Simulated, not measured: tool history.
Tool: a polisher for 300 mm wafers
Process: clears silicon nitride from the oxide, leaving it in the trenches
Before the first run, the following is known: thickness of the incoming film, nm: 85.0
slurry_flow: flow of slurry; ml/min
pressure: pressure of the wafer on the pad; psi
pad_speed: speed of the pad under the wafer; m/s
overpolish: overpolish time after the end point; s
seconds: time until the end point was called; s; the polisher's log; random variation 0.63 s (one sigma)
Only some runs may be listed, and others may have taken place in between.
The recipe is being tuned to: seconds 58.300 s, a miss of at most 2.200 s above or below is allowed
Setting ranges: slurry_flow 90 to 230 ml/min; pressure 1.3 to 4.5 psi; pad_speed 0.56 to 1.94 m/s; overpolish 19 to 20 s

run 1 hour=0.0 | slurry_flow=150 pressure=2.9 pad_speed=1.24 overpolish=19 | seconds=79.243
run 2 hour=4.0 | slurry_flow=150 pressure=2.5 pad_speed=1.24 overpolish=19 | seconds=91.345
run 3 hour=8.2 | slurry_flow=150 pressure=2.5 pad_speed=1.50 overpolish=19 | seconds=74.714
run 4 hour=11.3 | slurry_flow=150 pressure=2.5 pad_speed=1.66 overpolish=19 | seconds=67.812
run 5 hour=14.1 | slurry_flow=135 pressure=2.5 pad_speed=1.66 overpolish=19 | seconds=69.900
run 6 hour=17.7 | slurry_flow=150 pressure=2.6 pad_speed=1.66 overpolish=19 | seconds=64.681
run 7 hour=25.5 | slurry_flow=160 pressure=2.6 pad_speed=1.66 overpolish=19 | seconds=67.325
run 8 hour=28.9 | slurry_flow=160 pressure=2.7 pad_speed=1.66 overpolish=19 | seconds=62.618

Which single option among these 5 for the next run brings every result within its allowed miss of target? Just one does.
run A hour=32.3 | slurry_flow=190 pressure=2.8 pad_speed=1.46 overpolish=19 | seconds=?
run B hour=32.3 | slurry_flow=170 pressure=2.9 pad_speed=1.52 overpolish=19 | seconds=?
run C hour=32.3 | slurry_flow=140 pressure=2.4 pad_speed=1.94 overpolish=19 | seconds=?
run D hour=32.3 | slurry_flow=160 pressure=2.2 pad_speed=1.90 overpolish=19 | seconds=?
run E hour=32.3 | slurry_flow=190 pressure=2.9 pad_speed=1.62 overpolish=19 | seconds=?

move=A seconds=68.037
move=B seconds=64.298
move=C seconds=62.937
move=D seconds=68.172
move=E seconds=59.417
A: further off than the last run
B: further off than the last run
C: further off than the last run
D: further off than the last run
E: every result within its allowed miss
Answer: E

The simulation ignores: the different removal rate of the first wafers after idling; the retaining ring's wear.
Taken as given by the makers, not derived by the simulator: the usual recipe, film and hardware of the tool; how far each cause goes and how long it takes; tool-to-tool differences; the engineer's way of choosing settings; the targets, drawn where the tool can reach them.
